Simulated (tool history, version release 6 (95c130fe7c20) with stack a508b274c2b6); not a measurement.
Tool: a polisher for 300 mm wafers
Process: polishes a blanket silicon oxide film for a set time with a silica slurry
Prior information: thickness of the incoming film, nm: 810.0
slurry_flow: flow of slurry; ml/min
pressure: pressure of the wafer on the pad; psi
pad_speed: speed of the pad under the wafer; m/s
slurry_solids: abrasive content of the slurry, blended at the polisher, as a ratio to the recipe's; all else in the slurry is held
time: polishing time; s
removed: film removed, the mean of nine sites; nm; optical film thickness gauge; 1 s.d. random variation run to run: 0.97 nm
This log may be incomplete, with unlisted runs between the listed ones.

Run 1, hour 0: slurry_flow 195 ml/min, pressure 2.8 psi, pad_speed 1.38 m/s, slurry_solids 1, time 46 s. Result: removed 139.91 nm.
Run 2, hour 1.9: slurry_flow 195 ml/min, pressure 2.8 psi, pad_speed 1.38 m/s, slurry_solids 1, time 46 s. Result: removed 140.3 nm.
Run 3, hour 6.5: slurry_flow 195 ml/min, pressure 3.5 psi, pad_speed 1.38 m/s, slurry_solids 1, time 46 s. Result: removed 172.34 nm.
Run 4, hour 13.5: slurry_flow 195 ml/min, pressure 3.2 psi, pad_speed 1.38 m/s, slurry_solids 1, time 46 s. Result: removed 159.56 nm.
Run 5, hour 22.4: slurry_flow 195 ml/min, pressure 3.2 psi, pad_speed 1.6 m/s, slurry_solids 1, time 46 s. Result: removed 180.1 nm.
Run 6, hour 30.6: slurry_flow 195 ml/min, pressure 3.2 psi, pad_speed 1.6 m/s, slurry_solids 1, time 41 s. Result: removed 161.14 nm.
Run 7, hour 36: slurry_flow 195 ml/min, pressure 3 psi, pad_speed 1.6 m/s, slurry_solids 1, time 41 s. Result: removed 148.66 nm.
Run 8, hour 40.4: slurry_flow 185 ml/min, pressure 2.2 psi, pad_speed 1.58 m/s, slurry_solids 1, time 41 s. Result: removed 107.72 nm.
Run 9, hour 46.4: slurry_flow 180 ml/min, pressure 2.2 psi, pad_speed 1.58 m/s, slurry_solids 1, time 41 s. Result: removed 108.48 nm.

Predict the results of run 10:
Run 10, hour 54.6: slurry_flow 180 ml/min, pressure 2.2 psi, pad_speed 1.58 m/s, slurry_solids 1, time 41 s. Result: removed ?.

Logged for run 10: removed 108.59 nm.
